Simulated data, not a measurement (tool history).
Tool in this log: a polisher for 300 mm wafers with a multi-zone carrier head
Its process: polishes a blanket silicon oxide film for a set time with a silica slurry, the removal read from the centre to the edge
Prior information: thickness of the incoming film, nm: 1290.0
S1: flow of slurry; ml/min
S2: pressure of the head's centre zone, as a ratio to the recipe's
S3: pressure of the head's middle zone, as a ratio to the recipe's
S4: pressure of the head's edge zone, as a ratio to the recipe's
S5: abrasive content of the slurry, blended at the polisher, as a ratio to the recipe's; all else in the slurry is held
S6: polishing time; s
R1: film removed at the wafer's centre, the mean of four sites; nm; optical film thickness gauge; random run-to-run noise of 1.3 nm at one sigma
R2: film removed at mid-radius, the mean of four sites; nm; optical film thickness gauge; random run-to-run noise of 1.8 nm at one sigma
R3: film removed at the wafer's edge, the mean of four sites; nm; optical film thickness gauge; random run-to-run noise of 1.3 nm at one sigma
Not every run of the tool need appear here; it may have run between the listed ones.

run,hour,S1,S2,S3,S4,S5,S6,R1,R2,R3
1,0.0,295,1.00,1.00,1.00,1.00,51,179.00,179.17,172.41
2,5.9,295,0.99,0.99,0.99,0.90,51,171.64,170.09,167.98
3,9.4,295,0.98,0.99,0.98,0.85,50,160.51,163.73,161.71
4,13.3,295,0.98,0.99,0.98,0.85,55,180.64,180.46,175.98
5,18.8,295,0.98,1.06,0.98,0.85,55,175.65,191.10,175.14
6,22.3,295,0.98,1.06,0.98,1.05,55,188.28,203.87,188.26
7,30.7,295,0.97,1.04,0.97,0.95,53,177.08,184.68,175.90

For run 8, what comes out?
8,38.6,295,0.96,1.03,0.96,0.90,52,?,?,?

{"run 8": {"R1": 167.68, "R2": 181.18, "R3": 167.51}}
